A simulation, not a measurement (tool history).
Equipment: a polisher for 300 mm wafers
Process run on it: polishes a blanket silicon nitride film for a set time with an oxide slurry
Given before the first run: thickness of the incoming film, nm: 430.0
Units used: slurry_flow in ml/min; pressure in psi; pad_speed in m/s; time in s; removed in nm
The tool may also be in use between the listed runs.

run  hour  slurry_flow  pressure  pad_speed  slurry_solids  time  removed
  1     0          270       3.7       1.12              1    40   26.475
  2     2          270       3.5       1.12              1    40   26.444
  3   7.9          270       3.3        1.1              1    40    24.99
  4    13          270       3.1       1.08              1    40   23.242
  5  15.2          270         3       1.06              1    40    22.46
  6  16.3          270       2.9       1.06              1    40   22.067
  7  19.6          270       2.8       1.04              1    40   21.522

Predict the results of run 8:
  8  26.3          270       2.8       1.04              1    40        ?

Run 8 measured removed 21.337 nm.
